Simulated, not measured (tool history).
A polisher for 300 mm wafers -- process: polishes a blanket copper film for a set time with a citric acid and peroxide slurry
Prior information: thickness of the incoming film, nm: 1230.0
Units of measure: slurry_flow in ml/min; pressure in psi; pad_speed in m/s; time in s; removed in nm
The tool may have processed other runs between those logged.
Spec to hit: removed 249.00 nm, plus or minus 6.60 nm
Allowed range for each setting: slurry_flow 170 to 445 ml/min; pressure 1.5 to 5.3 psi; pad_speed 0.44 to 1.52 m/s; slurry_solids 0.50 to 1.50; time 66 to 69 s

run,hour,slurry_flow,pressure,pad_speed,slurry_solids,time,removed
1,0.0,285,3.4,0.98,1.00,66,172.95
2,7.1,285,3.4,0.98,1.00,69,181.65
3,14.6,290,3.8,0.98,1.00,69,202.23
4,15.5,335,3.8,0.98,1.00,69,203.33
5,21.7,335,3.8,0.98,1.15,69,211.43
6,29.0,335,3.8,0.98,1.15,69,211.73
7,35.2,335,4.0,0.98,1.15,69,220.66
8,37.4,335,4.2,0.98,1.15,69,231.99

Which one of the following 5 next-run settings gets every result inside its allowed miss? There is exactly one.
A,39.6,360,3.8,1.06,1.10,68,?
B,39.6,205,5.3,0.84,0.85,68,?
C,39.6,350,4.2,0.98,1.20,68,?
D,39.6,325,4.3,0.94,1.10,67,?
E,39.6,305,4.3,1.04,1.10,69,?

move,removed
A,220.18
B,218.88
C,230.17
D,218.08
E,243.52
A: moves away from the targets compared with the last run
B: moves away from the targets compared with the last run
C: moves away from the targets compared with the last run
D: moves away from the targets compared with the last run
E: all results land within tolerance of their targets
E is the move that brings every result within its allowed miss.
